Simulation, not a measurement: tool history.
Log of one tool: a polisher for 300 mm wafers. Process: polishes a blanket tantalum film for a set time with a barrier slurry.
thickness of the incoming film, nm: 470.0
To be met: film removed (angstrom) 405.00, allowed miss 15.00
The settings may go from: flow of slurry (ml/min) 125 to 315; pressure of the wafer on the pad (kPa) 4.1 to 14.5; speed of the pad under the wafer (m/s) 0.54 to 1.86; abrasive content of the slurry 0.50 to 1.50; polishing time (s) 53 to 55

run,day,flow of slurry (ml/min),pressure of the wafer on the pad (kPa),speed of the pad under the wafer (m/s),abrasive content of the slurry,polishing time (s),film removed (angstrom)
1,0.000,205,9.0,1.18,1.00,53,697.19
2,0.250,205,7.6,1.18,1.00,53,591.37
3,0.546,205,6.9,1.18,1.00,53,548.51
4,0.717,205,6.9,1.38,1.00,53,603.01
5,1.004,205,6.2,1.34,1.00,53,536.10
6,1.375,205,5.5,1.34,1.00,53,479.28
7,1.479,200,4.1,1.34,1.00,53,361.55
8,1.567,215,4.1,1.34,1.00,53,359.35
9,1.846,215,4.1,1.34,1.00,53,359.63
10,1.962,210,4.1,1.34,1.00,53,368.76

5 next moves are on the table. One of them brings every result within its allowed miss. Which?
A,2.079,200,4.1,1.18,0.90,53,?
B,2.079,190,5.5,1.20,1.00,53,?
C,2.079,255,5.5,1.10,1.05,54,?
D,2.079,200,4.8,1.48,0.90,55,?
E,2.079,205,4.8,1.22,0.95,55,?

move,film removed (angstrom)
A,318.23
B,437.79
C,439.96
D,443.67
E,399.37
A: further off than the last run
B: takes the result that was furthest off past its target
C: takes the result that was furthest off past its target
D: takes the result that was furthest off past its target
E: meets every target
The right move is E.

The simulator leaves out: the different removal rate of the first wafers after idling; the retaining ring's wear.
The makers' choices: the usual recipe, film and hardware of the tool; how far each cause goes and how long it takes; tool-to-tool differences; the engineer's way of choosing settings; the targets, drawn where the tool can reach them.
